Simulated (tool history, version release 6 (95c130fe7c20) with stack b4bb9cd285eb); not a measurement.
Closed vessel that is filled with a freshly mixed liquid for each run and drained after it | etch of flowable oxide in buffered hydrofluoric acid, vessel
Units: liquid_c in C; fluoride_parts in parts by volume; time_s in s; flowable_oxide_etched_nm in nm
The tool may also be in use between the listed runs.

Run 1, hour 0: liquid_c 24 C, fluoride_parts 10 parts by volume, time_s 85 s. Result: flowable_oxide_etched_nm 434.77 nm.
Run 2, hour 3.3: liquid_c 21 C, fluoride_parts 10 parts by volume, time_s 85 s. Result: flowable_oxide_etched_nm 372.11 nm.
Run 3, hour 12.3: liquid_c 17.5 C, fluoride_parts 10 parts by volume, time_s 85 s. Result: flowable_oxide_etched_nm 304.63 nm.
Run 4, hour 19.2: liquid_c 17.5 C, fluoride_parts 9 parts by volume, time_s 85 s. Result: flowable_oxide_etched_nm 325.89 nm.
Run 5, hour 21: liquid_c 19 C, fluoride_parts 9 parts by volume, time_s 85 s. Result: flowable_oxide_etched_nm 354.95 nm.
Run 6, hour 23.7: liquid_c 22 C, fluoride_parts 9 parts by volume, time_s 85 s. Result: flowable_oxide_etched_nm 420.32 nm.
Run 7, hour 30.2: liquid_c 24.5 C, fluoride_parts 9 parts by volume, time_s 85 s. Result: flowable_oxide_etched_nm 481.1 nm.
Run 8, hour 38.8: liquid_c 26 C, fluoride_parts 9 parts by volume, time_s 85 s. Result: flowable_oxide_etched_nm 524.99 nm.

The next listed run, before its measurement:
Run 9, hour 39.7: liquid_c 27.5 C, fluoride_parts 9 parts by volume, time_s 85 s. Result: flowable_oxide_etched_nm ?.

{"run 9": {"flowable_oxide_etched_nm": 565.66}}

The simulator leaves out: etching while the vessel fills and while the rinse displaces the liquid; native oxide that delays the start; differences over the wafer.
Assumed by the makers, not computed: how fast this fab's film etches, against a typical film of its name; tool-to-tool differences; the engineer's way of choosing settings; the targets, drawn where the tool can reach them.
